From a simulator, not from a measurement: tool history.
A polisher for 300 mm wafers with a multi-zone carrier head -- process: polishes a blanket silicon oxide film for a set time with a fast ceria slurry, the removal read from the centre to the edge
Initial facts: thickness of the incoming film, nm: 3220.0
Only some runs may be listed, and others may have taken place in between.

| run | hour | flow of slurry (ml/min) | pressure of the head's centre zone | pressure of the head's middle zone | pressure of the head's edge zone | polishing time (s) | film removed at the wafer's centre (angstrom) | film removed at mid-radius (angstrom) | film removed at the wafer's edge (angstrom) |
|---|---|---|---|---|---|---|---|---|---|
| 1 | 0.0 | 130 | 1.00 | 1.00 | 1.00 | 67 | 8225.5 | 8441.0 | 8330.0 |
| 2 | 4.8 | 130 | 1.00 | 1.07 | 1.00 | 67 | 8319.6 | 8944.2 | 8279.8 |
| 3 | 8.2 | 125 | 1.02 | 1.02 | 0.98 | 62 | 7514.0 | 8036.8 | 7441.2 |
| 4 | 9.0 | 125 | 1.02 | 1.02 | 0.98 | 75 | 9206.9 | 9514.4 | 9109.5 |
| 5 | 12.4 | 125 | 1.02 | 1.08 | 0.98 | 75 | 9208.3 | 9946.1 | 9213.1 |
| 6 | 17.0 | 120 | 1.05 | 1.01 | 0.99 | 68 | 8565.2 | 8555.5 | 8198.8 |
| 7 | 21.9 | 115 | 1.06 | 0.96 | 0.99 | 63 | 8073.7 | 7248.1 | 7612.8 |
| 8 | 23.9 | 110 | 1.06 | 0.94 | 0.96 | 61 | 7525.4 | 7018.8 | 7143.6 |

What will run 9 give?
| 9 | 32.8 | 105 | 1.07 | 0.91 | 0.94 | 59 | ? | ? | ? |

Run 9 gave film removed at the wafer's centre (angstrom) 7351.9, film removed at mid-radius (angstrom) 6643.3, film removed at the wafer's edge (angstrom) 6755.1.

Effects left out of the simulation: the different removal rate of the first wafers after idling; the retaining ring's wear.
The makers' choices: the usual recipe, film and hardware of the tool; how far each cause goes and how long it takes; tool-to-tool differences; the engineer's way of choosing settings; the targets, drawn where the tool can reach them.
